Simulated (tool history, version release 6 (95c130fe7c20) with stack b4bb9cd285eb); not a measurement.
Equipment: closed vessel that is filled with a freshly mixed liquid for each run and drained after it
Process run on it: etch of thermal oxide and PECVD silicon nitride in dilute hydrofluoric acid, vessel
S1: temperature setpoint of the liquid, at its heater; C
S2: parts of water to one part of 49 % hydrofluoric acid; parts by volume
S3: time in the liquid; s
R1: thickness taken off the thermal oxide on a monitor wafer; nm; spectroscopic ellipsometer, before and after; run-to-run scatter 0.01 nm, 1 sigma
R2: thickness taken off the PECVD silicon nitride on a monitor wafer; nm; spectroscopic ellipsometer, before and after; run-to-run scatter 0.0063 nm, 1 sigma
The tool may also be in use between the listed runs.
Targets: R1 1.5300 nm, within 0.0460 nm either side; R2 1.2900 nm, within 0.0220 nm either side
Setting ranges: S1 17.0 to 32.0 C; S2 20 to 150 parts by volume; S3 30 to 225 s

run,hour,S1,S2,S3,R1,R2
1,0.0,24.0,85,115,6.9994,6.6600
2,5.3,24.0,60,115,10.3120,9.4284
3,8.0,24.0,60,80,7.1529,6.5357
4,13.1,22.0,85,80,4.4855,4.0870
5,18.7,22.0,105,80,3.5534,3.3067
6,26.7,20.5,115,80,3.0466,2.7375
7,30.1,17.0,145,55,1.4025,1.1922
8,35.3,17.0,140,55,1.4541,1.2227
9,37.4,17.5,135,55,1.5242,1.3116

Pick the move, out of 5, that brings all results within their allowed miss; only one does.
A,39.5,20.0,130,45,?,?
B,39.5,18.0,150,60,?,?
C,39.5,17.0,140,60,?,?
D,39.5,17.5,125,50,?,?
E,39.5,18.5,130,50,?,?

move,R1,R2
A,1.4588,1.3208
B,1.5230,1.3386
C,1.5820,1.3363
D,1.5300,1.2859
E,1.5251,1.3257
A: its largest miss is bigger than the last run's
B: its largest miss is bigger than the last run's
C: its largest miss is bigger than the last run's
D: all results in spec
E: its largest miss is bigger than the last run's
Answer: D
